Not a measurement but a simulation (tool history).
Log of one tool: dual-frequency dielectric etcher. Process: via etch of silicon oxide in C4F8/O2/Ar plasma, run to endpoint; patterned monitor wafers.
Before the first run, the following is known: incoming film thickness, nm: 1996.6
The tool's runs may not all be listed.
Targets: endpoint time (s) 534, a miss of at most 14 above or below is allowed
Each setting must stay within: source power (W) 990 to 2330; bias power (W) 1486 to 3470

run  hour  source power (W)  bias power (W)  endpoint time (s)
  1     0              1660            2478             425.28
  2   4.4              1460            2478             444.39
  3  13.5              1380            2377             461.02
  4  14.7              1510            2377             442.94
  5  15.5              1510            2573             430.99
  6  24.2              1380            2573             448.27
  7  29.9              1320            2479             463.79
  8  32.7               990            2034             551.69
  9  39.7               990            2034             551.97
 10  43.9              1120            2103             511.89

Pick the move, out of 4, that brings all results within their allowed miss; only one does.
  A  48.1               990            1711                  ?
  B  48.1               990            2378                  ?
  C  48.1              1120            2195                  ?
  D  48.1              1110            2410                  ?

move  endpoint time (s)
   A             570.35
   B              531.2
   C             512.12
   D             503.39
A: pushes the last run's worst result past its target
B: each result inside its tolerance
C: no nearer and no further than the last run
D: misses by more than the last run did
So the answer is move B, the one that meets all the targets.
